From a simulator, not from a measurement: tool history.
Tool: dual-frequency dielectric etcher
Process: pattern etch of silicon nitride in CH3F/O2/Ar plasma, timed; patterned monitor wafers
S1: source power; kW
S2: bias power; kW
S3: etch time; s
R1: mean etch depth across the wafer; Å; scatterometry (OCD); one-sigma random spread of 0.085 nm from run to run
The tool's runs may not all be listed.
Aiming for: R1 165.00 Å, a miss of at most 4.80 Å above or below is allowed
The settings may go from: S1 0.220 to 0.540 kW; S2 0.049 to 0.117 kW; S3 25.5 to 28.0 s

| run | day | S1 | S2 | S3 | R1 |
|---|---|---|---|---|---|
| 1 | 0.000 | 0.380 | 0.083 | 28.0 | 196.64 |
| 2 | 0.300 | 0.380 | 0.083 | 25.5 | 178.14 |
| 3 | 0.438 | 0.430 | 0.083 | 25.5 | 185.15 |
| 4 | 0.579 | 0.430 | 0.092 | 25.5 | 196.06 |
| 5 | 0.608 | 0.420 | 0.089 | 25.5 | 191.97 |
| 6 | 0.888 | 0.410 | 0.087 | 25.5 | 187.80 |
| 7 | 1.104 | 0.400 | 0.085 | 25.5 | 185.25 |
| 8 | 1.408 | 0.390 | 0.083 | 25.5 | 182.62 |
| 9 | 1.633 | 0.380 | 0.081 | 25.5 | 177.96 |
| 10 | 1.671 | 0.370 | 0.080 | 25.5 | 172.94 |

5 next moves are on the table. One of them brings every result within its allowed miss. Which?
| A | 1.708 | 0.380 | 0.070 | 27.5 | ? |
| B | 1.708 | 0.360 | 0.078 | 28.0 | ? |
| C | 1.708 | 0.310 | 0.084 | 26.5 | ? |
| D | 1.708 | 0.340 | 0.086 | 26.5 | ? |
| E | 1.708 | 0.320 | 0.067 | 27.5 | ? |

| move | R1 |
|---|---|
| A | 178.19 |
| B | 187.89 |
| C | 175.54 |
| D | 183.01 |
| E | 164.53 |
A: moves away from the targets compared with the last run
B: moves away from the targets compared with the last run
C: moves away from the targets compared with the last run
D: moves away from the targets compared with the last run
E: every result lands within tolerance
So the answer is move E, the one that meets all the targets.

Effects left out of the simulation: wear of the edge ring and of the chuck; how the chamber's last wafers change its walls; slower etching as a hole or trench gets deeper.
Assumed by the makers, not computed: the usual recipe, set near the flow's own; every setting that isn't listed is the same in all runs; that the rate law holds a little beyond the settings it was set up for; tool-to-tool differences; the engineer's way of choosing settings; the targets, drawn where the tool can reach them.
